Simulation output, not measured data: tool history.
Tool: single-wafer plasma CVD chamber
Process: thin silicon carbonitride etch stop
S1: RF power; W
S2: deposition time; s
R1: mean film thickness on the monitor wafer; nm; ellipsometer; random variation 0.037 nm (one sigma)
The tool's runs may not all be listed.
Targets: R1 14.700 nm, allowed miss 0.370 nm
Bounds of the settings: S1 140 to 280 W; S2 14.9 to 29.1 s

Run 1, hour 0.0: S1 210 W, S2 22.0 s. Result: R1 12.626 nm.
Run 2, hour 2.0: S1 210 W, S2 19.2 s. Result: R1 10.956 nm.
Run 3, hour 9.9: S1 210 W, S2 21.0 s. Result: R1 12.029 nm.
Run 4, hour 17.5: S1 215 W, S2 21.6 s. Result: R1 12.438 nm.
Run 5, hour 26.4: S1 195 W, S2 21.6 s. Result: R1 12.106 nm.
Run 6, hour 29.5: S1 205 W, S2 22.1 s. Result: R1 12.505 nm.
Run 7, hour 31.4: S1 215 W, S2 22.5 s. Result: R1 12.924 nm.
Run 8, hour 34.2: S1 220 W, S2 22.9 s. Result: R1 13.238 nm.
Run 9, hour 37.2: S1 220 W, S2 22.9 s. Result: R1 13.284 nm.
Run 10, hour 40.1: S1 225 W, S2 23.2 s. Result: R1 13.546 nm.
Run 11, hour 45.8: S1 230 W, S2 23.4 s. Result: R1 13.756 nm.
Run 12, hour 52.8: S1 235 W, S2 23.6 s. Result: R1 13.979 nm.
Run 13, hour 55.5: S1 240 W, S2 23.7 s. Result: R1 14.088 nm.
Run 14, hour 59.6: S1 240 W, S2 23.8 s. Result: R1 14.150 nm.
Run 15, hour 64.6: S1 240 W, S2 23.9 s. Result: R1 14.252 nm.
Run 16, hour 67.0: S1 240 W, S2 24.0 s. Result: R1 14.270 nm.

Which of these 5 next moves meets every target?
Run A, hour 69.4: S1 240 W, S2 24.7 s. Result: R1 ?.
Run B, hour 69.4: S1 235 W, S2 23.2 s. Result: R1 ?.
Run C, hour 69.4: S1 240 W, S2 23.0 s. Result: R1 ?.
Run D, hour 69.4: S1 235 W, S2 23.0 s. Result: R1 ?.
Run E, hour 69.4: S1 245 W, S2 22.6 s. Result: R1 ?.

move      R1
   A  14.674
   B  13.693
   C  13.664
   D  13.575
   E  13.513
A: meets every target
B: further off than the last run
C: further off than the last run
D: further off than the last run
E: further off than the last run
Answer: A
